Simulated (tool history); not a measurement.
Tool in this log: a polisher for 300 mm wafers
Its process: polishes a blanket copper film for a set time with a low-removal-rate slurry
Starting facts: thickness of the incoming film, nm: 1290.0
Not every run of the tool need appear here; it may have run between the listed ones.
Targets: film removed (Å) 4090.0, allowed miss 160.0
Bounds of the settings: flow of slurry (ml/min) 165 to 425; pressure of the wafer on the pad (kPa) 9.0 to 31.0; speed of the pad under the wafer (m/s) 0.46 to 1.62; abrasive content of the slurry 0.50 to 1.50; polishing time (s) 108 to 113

| run | hour | flow of slurry (ml/min) | pressure of the wafer on the pad (kPa) | speed of the pad under the wafer (m/s) | abrasive content of the slurry | polishing time (s) | film removed (Å) |
|---|---|---|---|---|---|---|---|
| 1 | 0.0 | 275 | 20.0 | 1.04 | 1.00 | 108 | 3290.9 |
| 2 | 1.8 | 275 | 21.4 | 1.04 | 1.00 | 108 | 3471.0 |
| 3 | 9.4 | 275 | 21.4 | 0.92 | 1.00 | 108 | 3233.6 |
| 4 | 11.1 | 275 | 22.8 | 0.92 | 1.00 | 108 | 3386.4 |
| 5 | 17.7 | 275 | 22.8 | 0.92 | 1.00 | 108 | 3375.1 |
| 6 | 23.4 | 275 | 24.1 | 0.92 | 1.00 | 108 | 3585.0 |
| 7 | 24.7 | 275 | 24.8 | 0.92 | 1.00 | 108 | 3631.8 |
| 8 | 30.8 | 275 | 25.5 | 0.92 | 1.00 | 108 | 3770.3 |
| 9 | 36.6 | 275 | 26.2 | 0.92 | 1.00 | 108 | 3861.9 |
| 10 | 41.1 | 275 | 26.2 | 0.92 | 1.00 | 108 | 3797.7 |

Below are 5 possible settings for the next run. Only one of them brings all results inside the allowed miss of their targets. Which is it?
| A | 45.6 | 310 | 31.0 | 0.54 | 1.05 | 112 | ? |
| B | 45.6 | 285 | 24.8 | 0.80 | 1.05 | 108 | ? |
| C | 45.6 | 200 | 26.9 | 0.90 | 1.10 | 113 | ? |
| D | 45.6 | 335 | 24.8 | 0.90 | 0.90 | 110 | ? |
| E | 45.6 | 265 | 25.5 | 0.90 | 1.00 | 109 | ? |

| move | film removed (Å) |
|---|---|
| A | 3467.4 |
| B | 3364.8 |
| C | 3985.1 |
| D | 3581.1 |
| E | 3681.7 |
A: moves away from the targets compared with the last run
B: moves away from the targets compared with the last run
C: hits every target within its allowed miss
D: moves away from the targets compared with the last run
E: moves away from the targets compared with the last run
Correct choice: C, which meets every target
